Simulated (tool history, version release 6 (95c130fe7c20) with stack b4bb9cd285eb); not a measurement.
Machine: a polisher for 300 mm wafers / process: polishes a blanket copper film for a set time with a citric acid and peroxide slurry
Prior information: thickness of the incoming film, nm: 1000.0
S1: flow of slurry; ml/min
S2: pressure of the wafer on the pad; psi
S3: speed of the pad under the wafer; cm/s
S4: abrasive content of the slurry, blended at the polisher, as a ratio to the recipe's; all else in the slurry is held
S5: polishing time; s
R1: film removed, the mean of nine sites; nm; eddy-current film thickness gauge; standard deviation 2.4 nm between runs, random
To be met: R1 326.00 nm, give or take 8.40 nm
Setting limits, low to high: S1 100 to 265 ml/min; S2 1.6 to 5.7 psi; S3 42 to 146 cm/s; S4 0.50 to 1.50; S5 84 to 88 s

run,hour,S1,S2,S3,S4,S5,R1
1,0.0,170,3.6,94,1.00,84,249.52
2,7.5,170,3.6,94,1.00,84,246.51
3,8.1,175,3.7,94,1.00,84,257.54
4,10.3,180,3.8,94,1.00,84,267.21
5,13.1,190,3.9,94,1.00,84,273.23
6,22.1,190,4.0,94,1.00,84,282.37
7,24.3,195,4.1,94,1.00,84,293.91
8,27.3,200,4.1,94,1.00,84,289.18
9,29.4,200,4.2,94,1.00,84,298.42

Consider the 5 candidate settings below. Which is the only one whose results all fall within their allowed miss of target?
A,31.5,265,5.2,88,0.70,88,?
B,31.5,245,5.5,80,0.90,88,?
C,31.5,205,5.0,90,0.95,86,?
D,31.5,195,4.4,102,0.90,88,?
E,31.5,160,4.2,98,1.25,88,?

move,R1
A,348.85
B,351.58
C,343.66
D,341.52
E,325.14
A: pushes the last run's worst result past its target
B: pushes the last run's worst result past its target
C: pushes the last run's worst result past its target
D: pushes the last run's worst result past its target
E: in spec on every target
E meets every target.
